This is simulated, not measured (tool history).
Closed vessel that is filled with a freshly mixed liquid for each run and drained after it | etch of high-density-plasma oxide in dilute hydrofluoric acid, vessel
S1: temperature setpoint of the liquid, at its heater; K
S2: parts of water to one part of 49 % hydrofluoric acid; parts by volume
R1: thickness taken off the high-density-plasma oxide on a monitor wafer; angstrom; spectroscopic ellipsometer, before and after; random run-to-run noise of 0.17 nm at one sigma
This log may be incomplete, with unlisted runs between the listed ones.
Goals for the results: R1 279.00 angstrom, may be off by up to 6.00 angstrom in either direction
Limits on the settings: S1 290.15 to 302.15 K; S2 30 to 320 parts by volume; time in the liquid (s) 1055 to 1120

{"run": 1, "day": 0.0, "S1": 294.15, "S2": 175, "time in the liquid (s)": 1055, "R1": 310.39}
{"run": 2, "day": 0.35, "S1": 294.15, "S2": 210, "time in the liquid (s)": 1055, "R1": 250.6}
{"run": 3, "day": 0.688, "S1": 294.15, "S2": 210, "time in the liquid (s)": 1055, "R1": 253.56}
{"run": 4, "day": 0.962, "S1": 291.65, "S2": 210, "time in the liquid (s)": 1055, "R1": 226.68}
{"run": 5, "day": 1.296, "S1": 293.15, "S2": 210, "time in the liquid (s)": 1055, "R1": 242.55}
{"run": 6, "day": 1.492, "S1": 294.15, "S2": 210, "time in the liquid (s)": 1055, "R1": 253.01}
{"run": 7, "day": 1.617, "S1": 294.65, "S2": 210, "time in the liquid (s)": 1055, "R1": 256.58}
{"run": 8, "day": 1.942, "S1": 295.15, "S2": 210, "time in the liquid (s)": 1055, "R1": 264.42}
{"run": 9, "day": 1.996, "S1": 295.65, "S2": 210, "time in the liquid (s)": 1055, "R1": 266.76}

Of the 5 settings listed for the next run, only one would bring every result within its allowed miss of target. Which one?
{"run": "A", "day": 2.05, "S1": 295.65, "S2": 220, "time in the liquid (s)": 1055, "R1": "?"}
{"run": "B", "day": 2.05, "S1": 295.65, "S2": 215, "time in the liquid (s)": 1070, "R1": "?"}
{"run": "C", "day": 2.05, "S1": 300.15, "S2": 235, "time in the liquid (s)": 1115, "R1": "?"}
{"run": "D", "day": 2.05, "S1": 292.65, "S2": 195, "time in the liquid (s)": 1120, "R1": "?"}
{"run": "E", "day": 2.05, "S1": 297.15, "S2": 225, "time in the liquid (s)": 1055, "R1": "?"}

move=A R1=251.98
move=B R1=262.84
move=C R1=288.52
move=D R1=276.05
move=E R1=259.00
A: moves away from the targets compared with the last run
B: moves away from the targets compared with the last run
C: pushes the last run's worst result past its target
D: each result inside its tolerance
E: moves away from the targets compared with the last run
Move D is the one to make.
